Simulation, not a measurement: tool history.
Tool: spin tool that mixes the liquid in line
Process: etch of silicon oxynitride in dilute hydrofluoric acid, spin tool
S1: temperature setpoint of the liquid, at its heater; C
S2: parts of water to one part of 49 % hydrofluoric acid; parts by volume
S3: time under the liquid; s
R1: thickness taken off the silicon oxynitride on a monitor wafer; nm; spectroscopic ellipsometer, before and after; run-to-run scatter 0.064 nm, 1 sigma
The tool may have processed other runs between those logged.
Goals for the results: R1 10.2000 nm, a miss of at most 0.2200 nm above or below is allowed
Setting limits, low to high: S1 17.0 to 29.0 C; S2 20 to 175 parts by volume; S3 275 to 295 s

run  hour    S1  S2   S3       R1
  1   0.0  21.0  95  275  11.5770
  2   6.5  21.0  95  295  12.3840
  3  14.2  22.5  95  295  13.2710
  4  16.1  21.0  95  295  12.3610
  5  22.0  20.0  95  295  11.7080
  6  27.1  21.5  95  295  12.6450
  7  34.0  20.5  95  295  12.1980
  8  38.1  19.5  95  295  11.5370
  9  41.9  19.0  95  295  11.2180
 10  47.6  18.5  95  295  10.9750
 11  50.2  18.0  95  295  10.5710
     55.2  -- hydrofluoric acid flow meter replaced
 12  55.2  17.5  95  295  11.3140

Pick the move, out of 4, that brings all results within their allowed miss; only one does.
  A  60.2  17.0   95  285   ?
  B  60.2  17.0   95  275   ?
  C  60.2  18.5   90  295   ?
  D  60.2  17.0  105  285   ?

move       R1
   A  10.5700
   B  10.1990
   C  12.4910
   D   9.5017
A: an improvement on the last run, though not all results are within tolerance
B: every result within its allowed miss
C: lands further from the targets than the last run did
D: pushes the last run's worst result past its target
Move B is the one to make.

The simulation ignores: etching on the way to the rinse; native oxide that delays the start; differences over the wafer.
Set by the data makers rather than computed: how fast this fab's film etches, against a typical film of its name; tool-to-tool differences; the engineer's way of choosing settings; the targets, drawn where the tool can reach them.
